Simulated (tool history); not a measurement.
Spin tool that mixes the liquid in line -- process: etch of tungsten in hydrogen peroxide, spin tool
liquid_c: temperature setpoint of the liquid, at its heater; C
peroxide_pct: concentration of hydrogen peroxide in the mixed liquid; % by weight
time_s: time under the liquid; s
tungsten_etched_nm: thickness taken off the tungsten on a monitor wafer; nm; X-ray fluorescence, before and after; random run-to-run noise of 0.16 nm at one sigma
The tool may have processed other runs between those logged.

| run | day | liquid_c | peroxide_pct | time_s | tungsten_etched_nm |
|---|---|---|---|---|---|
| 1 | 0 | 42 | 17.5 | 55 | 21.304 |
| 2 | 0.225 | 42 | 15 | 55 | 19.733 |
| 3 | 0.304 | 42 | 18.5 | 55 | 21.781 |
| 4 | 0.658 | 40.5 | 18.5 | 55 | 20.153 |
| 5 | 0.95 | 40.5 | 18.5 | 60 | 22.233 |
| 6 | 1.321 | 39 | 18.5 | 60 | 20.134 |
| 7 | 1.496 | 38 | 18.5 | 60 | 18.495 |

Run 8 is up next; what results do you expect?
| 8 | 1.842 | 37.5 | 18.5 | 60 | ? |

tungsten_etched_nm: 17.901 nm
